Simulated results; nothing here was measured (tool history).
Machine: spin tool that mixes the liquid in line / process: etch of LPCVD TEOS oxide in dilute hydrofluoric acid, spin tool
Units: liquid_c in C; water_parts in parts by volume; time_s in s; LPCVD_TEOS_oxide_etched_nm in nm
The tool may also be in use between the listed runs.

Run 1, hour 0.0: liquid_c 22.0 C, water_parts 165 parts by volume, time_s 45 s. Result: LPCVD_TEOS_oxide_etched_nm 10.711 nm.
Run 2, hour 3.1: liquid_c 24.0 C, water_parts 160 parts by volume, time_s 45 s. Result: LPCVD_TEOS_oxide_etched_nm 11.813 nm.
Run 3, hour 6.5: liquid_c 25.5 C, water_parts 155 parts by volume, time_s 45 s. Result: LPCVD_TEOS_oxide_etched_nm 13.009 nm.
Run 4, hour 11.7: liquid_c 26.5 C, water_parts 150 parts by volume, time_s 45 s. Result: LPCVD_TEOS_oxide_etched_nm 14.037 nm.
Run 5, hour 13.0: liquid_c 27.5 C, water_parts 150 parts by volume, time_s 45 s. Result: LPCVD_TEOS_oxide_etched_nm 14.559 nm.
At hour 17.7: hydrofluoric acid flow meter replaced.
Run 6, hour 17.7: liquid_c 27.5 C, water_parts 150 parts by volume, time_s 50 s. Result: LPCVD_TEOS_oxide_etched_nm 14.506 nm.
Run 7, hour 19.4: liquid_c 28.0 C, water_parts 145 parts by volume, time_s 50 s. Result: LPCVD_TEOS_oxide_etched_nm 15.397 nm.

Expected results for the next run?
Run 8, hour 27.9: liquid_c 28.5 C, water_parts 145 parts by volume, time_s 50 s. Result: LPCVD_TEOS_oxide_etched_nm ?.

LPCVD_TEOS_oxide_etched_nm: 15.757 nm

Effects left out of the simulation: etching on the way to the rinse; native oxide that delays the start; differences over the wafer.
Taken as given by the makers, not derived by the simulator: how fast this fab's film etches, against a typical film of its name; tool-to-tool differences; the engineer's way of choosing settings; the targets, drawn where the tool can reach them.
